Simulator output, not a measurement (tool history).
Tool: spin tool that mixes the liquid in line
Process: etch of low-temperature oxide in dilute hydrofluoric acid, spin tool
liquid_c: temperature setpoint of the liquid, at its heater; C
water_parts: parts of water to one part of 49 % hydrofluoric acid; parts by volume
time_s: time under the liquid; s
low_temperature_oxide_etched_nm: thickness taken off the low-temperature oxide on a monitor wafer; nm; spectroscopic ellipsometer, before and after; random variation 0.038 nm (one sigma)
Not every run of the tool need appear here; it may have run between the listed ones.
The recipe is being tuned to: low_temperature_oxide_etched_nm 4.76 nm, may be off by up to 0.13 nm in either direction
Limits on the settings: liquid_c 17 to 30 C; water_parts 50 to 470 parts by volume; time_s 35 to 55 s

run,hour,liquid_c,water_parts,time_s,low_temperature_oxide_etched_nm
1,0,22,260,55,2.1123
2,2.3,24.5,220,55,2.8673
3,2.9,23,220,55,2.6606
4,10.9,25,220,55,2.8637
5,19.2,26.5,195,55,3.5321
6,20.2,27.5,185,55,3.8908
7,25.9,28.5,180,55,4.2103
8,31.8,28.5,180,55,4.2478
9,37.5,29,175,55,4.4505
10,43.2,29.5,175,55,4.4925

Pick the move, out of 5, that brings all results within their allowed miss; only one does.
A,48.9,30,180,55,?
B,48.9,30,160,55,?
C,48.9,30,170,55,?
D,48.9,30,185,55,?
E,48.9,28.5,175,55,?

move,low_temperature_oxide_etched_nm
A,4.4503
B,5.1359
C,4.7721
D,4.3029
E,4.3674
A: moves away from the targets compared with the last run
B: the result that was furthest off in the last run now lies on the other side of its target
C: meets every target
D: moves away from the targets compared with the last run
E: moves away from the targets compared with the last run
Move C is the one to make.

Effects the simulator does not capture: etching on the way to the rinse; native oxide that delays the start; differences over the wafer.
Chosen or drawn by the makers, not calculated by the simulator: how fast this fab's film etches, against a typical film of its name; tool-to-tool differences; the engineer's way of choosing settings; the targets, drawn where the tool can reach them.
